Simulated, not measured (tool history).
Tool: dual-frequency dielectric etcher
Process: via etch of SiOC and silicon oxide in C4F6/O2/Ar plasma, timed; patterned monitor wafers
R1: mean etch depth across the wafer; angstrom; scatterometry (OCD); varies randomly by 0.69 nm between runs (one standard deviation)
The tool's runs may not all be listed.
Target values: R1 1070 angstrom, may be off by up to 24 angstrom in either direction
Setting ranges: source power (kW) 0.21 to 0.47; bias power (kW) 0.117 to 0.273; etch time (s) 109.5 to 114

run 1 hour=0 | source_power_(kW)=0.34 bias_power_(kW)=0.195 etch_time_(s)=109.5 | R1=1181.5
run 2 hour=3.2 | source_power_(kW)=0.33 bias_power_(kW)=0.194 etch_time_(s)=109.5 | R1=1169.4
run 3 hour=5.6 | source_power_(kW)=0.32 bias_power_(kW)=0.193 etch_time_(s)=109.5 | R1=1159.6
run 4 hour=6.3 | source_power_(kW)=0.34 bias_power_(kW)=0.193 etch_time_(s)=109.5 | R1=1185.8
run 5 hour=10.4 | source_power_(kW)=0.37 bias_power_(kW)=0.193 etch_time_(s)=109.5 | R1=1219.3
run 6 hour=13.5 | source_power_(kW)=0.37 bias_power_(kW)=0.193 etch_time_(s)=114 | R1=1272.8
run 7 hour=17 | source_power_(kW)=0.36 bias_power_(kW)=0.188 etch_time_(s)=114 | R1=1250.9
run 8 hour=22.1 | source_power_(kW)=0.35 bias_power_(kW)=0.185 etch_time_(s)=114 | R1=1216.6
run 9 hour=24.6 | source_power_(kW)=0.35 bias_power_(kW)=0.185 etch_time_(s)=114 | R1=1231.4
run 10 hour=26.1 | source_power_(kW)=0.34 bias_power_(kW)=0.183 etch_time_(s)=114 | R1=1196.5
run 11 hour=27.7 | source_power_(kW)=0.33 bias_power_(kW)=0.182 etch_time_(s)=114 | R1=1175.9
run 12 hour=35.7 | source_power_(kW)=0.32 bias_power_(kW)=0.181 etch_time_(s)=114 | R1=1160.7
run 13 hour=41.3 | source_power_(kW)=0.31 bias_power_(kW)=0.18 etch_time_(s)=114 | R1=1147.1
run 14 hour=42.2 | source_power_(kW)=0.3 bias_power_(kW)=0.179 etch_time_(s)=114 | R1=1127.7
run 15 hour=47.7 | source_power_(kW)=0.3 bias_power_(kW)=0.179 etch_time_(s)=114 | R1=1132.7
run 16 hour=50.1 | source_power_(kW)=0.3 bias_power_(kW)=0.178 etch_time_(s)=114 | R1=1123.7

Which of these 5 next moves meets every target?
run A hour=52.5 | source_power_(kW)=0.28 bias_power_(kW)=0.172 etch_time_(s)=112 | R1=?
run B hour=52.5 | source_power_(kW)=0.28 bias_power_(kW)=0.211 etch_time_(s)=114 | R1=?
run C hour=52.5 | source_power_(kW)=0.31 bias_power_(kW)=0.167 etch_time_(s)=114 | R1=?
run D hour=52.5 | source_power_(kW)=0.3 bias_power_(kW)=0.186 etch_time_(s)=112 | R1=?
run E hour=52.5 | source_power_(kW)=0.33 bias_power_(kW)=0.175 etch_time_(s)=111.5 | R1=?

move=A R1=1071
move=B R1=1162.6
move=C R1=1132.7
move=D R1=1133
move=E R1=1156.3
A: all results land within tolerance of their targets
B: further off than the last run
C: further off than the last run
D: further off than the last run
E: further off than the last run
Correct choice: A, which meets every target
